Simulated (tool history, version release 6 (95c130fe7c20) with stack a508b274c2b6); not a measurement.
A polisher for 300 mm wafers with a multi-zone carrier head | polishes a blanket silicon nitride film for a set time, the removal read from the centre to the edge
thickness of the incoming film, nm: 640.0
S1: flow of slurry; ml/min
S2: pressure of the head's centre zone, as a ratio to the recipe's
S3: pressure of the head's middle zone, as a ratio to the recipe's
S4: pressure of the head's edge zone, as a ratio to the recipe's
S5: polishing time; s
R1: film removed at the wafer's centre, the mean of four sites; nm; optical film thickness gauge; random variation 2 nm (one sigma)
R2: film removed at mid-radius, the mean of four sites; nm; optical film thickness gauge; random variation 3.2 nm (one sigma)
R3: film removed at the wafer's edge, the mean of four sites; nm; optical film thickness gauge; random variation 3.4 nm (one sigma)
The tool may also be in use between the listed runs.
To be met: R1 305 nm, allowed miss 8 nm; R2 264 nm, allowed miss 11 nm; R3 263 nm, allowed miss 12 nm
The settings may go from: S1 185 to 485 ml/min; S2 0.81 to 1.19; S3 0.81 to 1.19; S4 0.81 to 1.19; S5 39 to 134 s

{"run": 1, "hour": 0.0, "S1": 310, "S2": 1, "S3": 1, "S4": 1, "S5": 86, "R1": 226.97, "R2": 241.87, "R3": 240.68}
{"run": 2, "hour": 1.1, "S1": 325, "S2": 1.06, "S3": 1, "S4": 1, "S5": 88, "R1": 245.59, "R2": 246.4, "R3": 245.3}
{"run": 3, "hour": 8.6, "S1": 325, "S2": 0.99, "S3": 1, "S4": 1, "S5": 88, "R1": 229.15, "R2": 246.51, "R3": 242.89}
{"run": 4, "hour": 13.7, "S1": 385, "S2": 0.99, "S3": 1, "S4": 1, "S5": 88, "R1": 231.48, "R2": 242.44, "R3": 250.74}
{"run": 5, "hour": 18.8, "S1": 385, "S2": 0.99, "S3": 1, "S4": 1.05, "S5": 88, "R1": 230.14, "R2": 246.41, "R3": 252.24}
{"run": 6, "hour": 26.8, "S1": 380, "S2": 1.05, "S3": 1, "S4": 1.02, "S5": 90, "R1": 251.54, "R2": 254.28, "R3": 250.6}
{"hour": 32.9, "done": "centre zone pressure recalibrated"}
{"run": 7, "hour": 32.9, "S1": 385, "S2": 1.08, "S3": 0.98, "S4": 1.02, "S5": 92, "R1": 288.85, "R2": 253.31, "R3": 260.58}
{"run": 8, "hour": 41.2, "S1": 395, "S2": 1.09, "S3": 0.99, "S4": 1.01, "S5": 92, "R1": 299.17, "R2": 253.3, "R3": 261.11}
{"run": 9, "hour": 41.8, "S1": 395, "S2": 1.09, "S3": 1, "S4": 1.01, "S5": 92, "R1": 296.43, "R2": 258.72, "R3": 261.62}
{"run": 10, "hour": 50.3, "S1": 400, "S2": 1.09, "S3": 1.01, "S4": 1.01, "S5": 92, "R1": 296.94, "R2": 260.07, "R3": 260.05}

Which of these 4 next moves meets every target?
{"run": "A", "hour": 58.8, "S1": 315, "S2": 1.07, "S3": 0.9, "S4": 0.97, "S5": 94, "R1": "?", "R2": "?", "R3": "?"}
{"run": "B", "hour": 58.8, "S1": 440, "S2": 1.09, "S3": 0.88, "S4": 1.04, "S5": 96, "R1": "?", "R2": "?", "R3": "?"}
{"run": "C", "hour": 58.8, "S1": 390, "S2": 1.1, "S3": 1.02, "S4": 1, "S5": 93, "R1": "?", "R2": "?", "R3": "?"}
{"run": "D", "hour": 58.8, "S1": 330, "S2": 0.98, "S3": 0.96, "S4": 1.05, "S5": 98, "R1": "?", "R2": "?", "R3": "?"}

move=A R1=289.01 R2=236.72 R3=264.66
move=B R1=307.5 R2=242.15 R3=284.09
move=C R1=298.63 R2=263.58 R3=268.03
move=D R1=276.82 R2=261.33 R3=287.17
A: further off than the last run
B: brings the result that was furthest off to its target, and leaves another outside
C: meets every target
D: further off than the last run
Answer: C
